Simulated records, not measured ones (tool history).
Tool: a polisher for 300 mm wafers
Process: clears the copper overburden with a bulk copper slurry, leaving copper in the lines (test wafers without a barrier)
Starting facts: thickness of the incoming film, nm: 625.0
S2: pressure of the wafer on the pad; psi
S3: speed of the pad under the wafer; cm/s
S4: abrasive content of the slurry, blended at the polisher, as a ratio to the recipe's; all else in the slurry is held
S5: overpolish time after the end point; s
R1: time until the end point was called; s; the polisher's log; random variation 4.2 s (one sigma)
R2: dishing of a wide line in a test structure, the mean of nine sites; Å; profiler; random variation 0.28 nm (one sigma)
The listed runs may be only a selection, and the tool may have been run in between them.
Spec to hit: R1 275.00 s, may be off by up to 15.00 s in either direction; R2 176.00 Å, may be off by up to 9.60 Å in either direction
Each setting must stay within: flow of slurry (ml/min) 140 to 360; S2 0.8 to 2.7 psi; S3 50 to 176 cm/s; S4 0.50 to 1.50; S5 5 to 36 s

{"run": 1, "day": 0.0, "flow of slurry (ml/min)": 230, "S2": 1.7, "S3": 112, "S4": 1.0, "S5": 18, "R1": 120.33, "R2": 303.21}
{"run": 2, "day": 0.35, "flow of slurry (ml/min)": 230, "S2": 1.5, "S3": 104, "S4": 1.0, "S5": 15, "R1": 142.57, "R2": 275.57}
{"run": 3, "day": 0.504, "flow of slurry (ml/min)": 230, "S2": 1.3, "S3": 96, "S4": 1.0, "S5": 12, "R1": 180.75, "R2": 219.51}
{"run": 4, "day": 0.675, "flow of slurry (ml/min)": 230, "S2": 1.3, "S3": 108, "S4": 1.0, "S5": 12, "R1": 160.41, "R2": 234.78}
{"run": 5, "day": 0.892, "flow of slurry (ml/min)": 230, "S2": 1.3, "S3": 126, "S4": 1.0, "S5": 12, "R1": 134.52, "R2": 244.56}
{"run": 6, "day": 1.025, "flow of slurry (ml/min)": 230, "S2": 1.2, "S3": 116, "S4": 1.0, "S5": 11, "R1": 160.28, "R2": 221.96}
{"run": 7, "day": 1.158, "flow of slurry (ml/min)": 225, "S2": 0.8, "S3": 84, "S4": 0.95, "S5": 10, "R1": 318.09, "R2": 128.92}
{"run": 8, "day": 1.396, "flow of slurry (ml/min)": 220, "S2": 1.0, "S3": 84, "S4": 0.95, "S5": 19, "R1": 260.21, "R2": 224.03}
{"run": 9, "day": 1.542, "flow of slurry (ml/min)": 220, "S2": 1.0, "S3": 84, "S4": 0.95, "S5": 18, "R1": 262.62, "R2": 213.73}
{"run": 10, "day": 1.733, "flow of slurry (ml/min)": 220, "S2": 1.0, "S3": 84, "S4": 0.95, "S5": 17, "R1": 269.57, "R2": 209.53}
{"run": 11, "day": 1.788, "flow of slurry (ml/min)": 225, "S2": 1.0, "S3": 84, "S4": 0.95, "S5": 16, "R1": 261.93, "R2": 200.91}
{"run": 12, "day": 1.967, "flow of slurry (ml/min)": 235, "S2": 0.8, "S3": 84, "S4": 0.95, "S5": 9, "R1": 314.33, "R2": 117.16}
{"run": 13, "day": 2.271, "flow of slurry (ml/min)": 215, "S2": 0.9, "S3": 84, "S4": 0.95, "S5": 9, "R1": 294.79, "R2": 128.15}
{"run": 14, "day": 2.442, "flow of slurry (ml/min)": 215, "S2": 0.9, "S3": 84, "S4": 1.0, "S5": 10, "R1": 285.48, "R2": 138.78}
{"run": 15, "day": 2.65, "flow of slurry (ml/min)": 220, "S2": 0.9, "S3": 80, "S4": 1.25, "S5": 19, "R1": 285.97, "R2": 209.91}
{"run": 16, "day": 2.771, "flow of slurry (ml/min)": 220, "S2": 0.9, "S3": 80, "S4": 1.25, "S5": 18, "R1": 287.47, "R2": 203.98}
{"run": 17, "day": 2.829, "flow of slurry (ml/min)": 220, "S2": 0.9, "S3": 80, "S4": 1.25, "S5": 17, "R1": 285.56, "R2": 198.33}
{"run": 18, "day": 2.95, "flow of slurry (ml/min)": 220, "S2": 0.9, "S3": 82, "S4": 1.25, "S5": 8, "R1": 285.6, "R2": 123.74}
{"run": 19, "day": 3.112, "flow of slurry (ml/min)": 220, "S2": 0.9, "S3": 82, "S4": 1.25, "S5": 10, "R1": 278.55, "R2": 149.07}
{"run": 20, "day": 3.375, "flow of slurry (ml/min)": 220, "S2": 0.9, "S3": 82, "S4": 1.25, "S5": 11, "R1": 279.4, "R2": 153.15}
{"run": 21, "day": 3.525, "flow of slurry (ml/min)": 220, "S2": 0.9, "S3": 82, "S4": 1.25, "S5": 12, "R1": 278.03, "R2": 168.07}

4 next moves are on the table. One of them brings every result within its allowed miss. Which?
{"run": "A", "day": 3.675, "flow of slurry (ml/min)": 225, "S2": 0.9, "S3": 90, "S4": 1.2, "S5": 10, "R1": "?", "R2": "?"}
{"run": "B", "day": 3.675, "flow of slurry (ml/min)": 310, "S2": 0.8, "S3": 86, "S4": 1.5, "S5": 11, "R1": "?", "R2": "?"}
{"run": "C", "day": 3.675, "flow of slurry (ml/min)": 140, "S2": 0.9, "S3": 92, "S4": 1.25, "S5": 13, "R1": "?", "R2": "?"}
{"run": "D", "day": 3.675, "flow of slurry (ml/min)": 230, "S2": 0.8, "S3": 88, "S4": 1.2, "S5": 12, "R1": "?", "R2": "?"}

move=A R1=257.64 R2=150.26
move=B R1=274.90 R2=152.12
move=C R1=271.45 R2=172.57
move=D R1=293.32 R2=154.40
A: misses by more than the last run did
B: misses by more than the last run did
C: each result inside its tolerance
D: misses by more than the last run did
So the answer is move C, the one that meets all the targets.
